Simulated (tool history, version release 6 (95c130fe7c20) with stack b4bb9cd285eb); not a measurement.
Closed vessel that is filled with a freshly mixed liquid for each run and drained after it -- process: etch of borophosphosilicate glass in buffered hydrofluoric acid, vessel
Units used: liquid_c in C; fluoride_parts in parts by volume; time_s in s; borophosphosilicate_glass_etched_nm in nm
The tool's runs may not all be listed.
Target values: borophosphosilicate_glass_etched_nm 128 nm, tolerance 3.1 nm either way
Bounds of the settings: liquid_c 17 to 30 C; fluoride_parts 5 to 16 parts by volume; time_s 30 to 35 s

run,hour,liquid_c,fluoride_parts,time_s,borophosphosilicate_glass_etched_nm
1,0,22,9.5,35,51.575
2,3.2,22,9.5,30,44.221
3,6.2,22,9.5,35,51.264
4,10.8,22,8.5,35,57.11
5,19.9,22,8.5,35,57.282
6,21,23,8,35,64.348
7,25.9,24,7.5,35,73.485
8,29.1,28,5.5,35,121.2
9,30.7,28.5,5.5,35,124.22
# hour 38.9: thermometer replaced
10,38.9,29,5.5,35,134.37
11,45.3,28.5,5.5,35,131.17

Consider the 5 candidate settings below. Which is the only one whose results all fall within their allowed miss of target?
A,51.7,29.5,5.5,30,?
B,51.7,29,5.5,35,?
C,51.7,27.5,5,35,?
D,51.7,28,5,35,?
E,51.7,28,5.5,35,?

move,borophosphosilicate_glass_etched_nm
A,119.74
B,136.13
C,136.77
D,140.39
E,129.22
A: the result that was furthest off in the last run now lies on the other side of its target
B: moves away from the targets compared with the last run
C: moves away from the targets compared with the last run
D: moves away from the targets compared with the last run
E: every result lands within tolerance
E is the move that brings every result within its allowed miss.
